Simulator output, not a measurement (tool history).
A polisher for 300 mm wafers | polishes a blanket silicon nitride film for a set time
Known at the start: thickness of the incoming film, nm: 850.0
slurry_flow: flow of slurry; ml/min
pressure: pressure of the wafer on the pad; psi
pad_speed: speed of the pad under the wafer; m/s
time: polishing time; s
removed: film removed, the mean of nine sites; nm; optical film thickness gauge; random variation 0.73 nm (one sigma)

{"run": 1, "hour": 0.0, "slurry_flow": 200, "pressure": 2.9, "pad_speed": 0.86, "time": 83, "removed": 93.279}
{"run": 2, "hour": 1.3, "slurry_flow": 220, "pressure": 2.9, "pad_speed": 0.86, "time": 83, "removed": 94.795}
{"run": 3, "hour": 3.7, "slurry_flow": 205, "pressure": 2.9, "pad_speed": 0.86, "time": 83, "removed": 94.239}
{"run": 4, "hour": 4.8, "slurry_flow": 230, "pressure": 2.9, "pad_speed": 0.86, "time": 83, "removed": 93.478}
{"run": 5, "hour": 5.4, "slurry_flow": 230, "pressure": 2.6, "pad_speed": 0.84, "time": 83, "removed": 85.145}
{"run": 6, "hour": 13.9, "slurry_flow": 270, "pressure": 2.6, "pad_speed": 0.84, "time": 83, "removed": 85.009}
{"run": 7, "hour": 17.8, "slurry_flow": 270, "pressure": 2.4, "pad_speed": 0.82, "time": 83, "removed": 81.636}
{"run": 8, "hour": 20.7, "slurry_flow": 270, "pressure": 2.2, "pad_speed": 0.78, "time": 83, "removed": 73.515}
{"run": 9, "hour": 24.2, "slurry_flow": 270, "pressure": 2, "pad_speed": 0.76, "time": 83, "removed": 68.548}
{"run": 10, "hour": 29.8, "slurry_flow": 270, "pressure": 1.9, "pad_speed": 0.74, "time": 83, "removed": 63.634}
{"run": 11, "hour": 34.9, "slurry_flow": 270, "pressure": 1.8, "pad_speed": 0.74, "time": 83, "removed": 64.079}
{"run": 12, "hour": 42.3, "slurry_flow": 270, "pressure": 1.7, "pad_speed": 0.72, "time": 83, "removed": 60.762}
{"run": 13, "hour": 49.7, "slurry_flow": 270, "pressure": 1.6, "pad_speed": 0.7, "time": 83, "removed": 56.515}

The next listed run, before its measurement:
{"run": 14, "hour": 58.6, "slurry_flow": 270, "pressure": 1.5, "pad_speed": 0.7, "time": 83, "removed": "?"}

{"run 14": {"removed": 55.706}}

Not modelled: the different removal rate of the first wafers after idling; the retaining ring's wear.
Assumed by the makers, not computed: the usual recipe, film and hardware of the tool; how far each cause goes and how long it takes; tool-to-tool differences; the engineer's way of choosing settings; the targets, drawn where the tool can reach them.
